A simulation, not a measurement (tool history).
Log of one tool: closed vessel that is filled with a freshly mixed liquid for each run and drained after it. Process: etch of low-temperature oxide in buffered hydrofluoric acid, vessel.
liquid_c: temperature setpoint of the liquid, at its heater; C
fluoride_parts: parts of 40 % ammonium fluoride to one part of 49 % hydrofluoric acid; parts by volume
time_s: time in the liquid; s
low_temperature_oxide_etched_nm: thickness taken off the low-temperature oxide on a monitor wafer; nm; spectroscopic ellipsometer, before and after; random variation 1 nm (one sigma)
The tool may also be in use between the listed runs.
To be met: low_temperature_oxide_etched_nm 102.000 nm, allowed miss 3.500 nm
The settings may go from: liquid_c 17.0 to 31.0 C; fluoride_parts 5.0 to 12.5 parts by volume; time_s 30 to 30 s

run  hour  liquid_c  fluoride_parts  time_s  low_temperature_oxide_etched_nm
  1   0.0      23.0             7.5      30                          161.450
  2   2.6      23.0             9.5      30                          130.030
  3   6.7      22.5             9.5      30                          123.100
  4  12.4      22.0             9.5      30                          121.460
  5  19.0      24.5             9.5      30                          139.500
  6  25.5      24.0             9.5      30                          135.240
  7  28.0      23.5             9.5      30                          130.290
  8  29.9      23.0             9.5      30                          127.620
  9  36.2      22.5             9.5      30                          125.340
 10  40.4      22.0             9.5      30                          122.830
 11  43.2      21.5             9.5      30                          115.260
 12  48.7      20.5             9.5      30                          109.080
 13  53.2      20.0             9.5      30                          107.500

Which of these 4 next moves meets every target?
  A  57.7      19.0            10.5      30                                ?
  B  57.7      18.5             8.0      30                                ?
  C  57.7      19.5            10.0      30                                ?
  D  57.7      22.0            10.0      30                                ?

move  low_temperature_oxide_etched_nm
   A                           93.965
   B                          116.330
   C                          101.350
   D                          116.490
A: takes the result that was furthest off past its target
B: further off than the last run
C: meets every target
D: further off than the last run
The right move is C.

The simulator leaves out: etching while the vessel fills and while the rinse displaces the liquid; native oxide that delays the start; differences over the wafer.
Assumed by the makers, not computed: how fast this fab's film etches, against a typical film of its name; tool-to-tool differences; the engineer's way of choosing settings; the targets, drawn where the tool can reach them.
